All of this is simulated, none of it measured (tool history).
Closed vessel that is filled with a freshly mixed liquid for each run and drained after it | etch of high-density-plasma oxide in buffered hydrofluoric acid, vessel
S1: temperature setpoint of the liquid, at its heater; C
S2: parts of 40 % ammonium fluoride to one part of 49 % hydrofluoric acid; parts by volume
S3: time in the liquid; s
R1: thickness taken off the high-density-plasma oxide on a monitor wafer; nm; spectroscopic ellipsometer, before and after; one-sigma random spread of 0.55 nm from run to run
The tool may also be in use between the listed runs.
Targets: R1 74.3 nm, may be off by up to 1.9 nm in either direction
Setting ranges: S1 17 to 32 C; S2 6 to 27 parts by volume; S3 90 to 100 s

run  hour    S1    S2   S3      R1
  1     0    25  16.5   90  102.94
  2   0.9    24  16.5   90  99.963
  3   4.7  26.5  16.5   90  112.35
  4   7.1    25  16.5   90  105.24
  5  15.7    25    19   90  90.684
  6  24.8    25    19  100  101.05
  7  28.9    21    19  100  82.336
  8  36.6  18.5    19  100  70.345
  9  40.3    19    19  100  72.102

Which of these 5 next moves meets every target?
  A    44    22    21   95   ?
  B    44  18.5    18   95   ?
  C    44  18.5    18   90   ?
  D    44    21    23  100   ?
  E    44    17  15.5   90   ?

move      R1
   A  75.324
   B  71.043
   C  67.304
   D  70.435
   E  71.615
A: all results in spec
B: the biggest miss grows against the last run
C: the biggest miss grows against the last run
D: the biggest miss grows against the last run
E: the biggest miss grows against the last run
A meets every target.

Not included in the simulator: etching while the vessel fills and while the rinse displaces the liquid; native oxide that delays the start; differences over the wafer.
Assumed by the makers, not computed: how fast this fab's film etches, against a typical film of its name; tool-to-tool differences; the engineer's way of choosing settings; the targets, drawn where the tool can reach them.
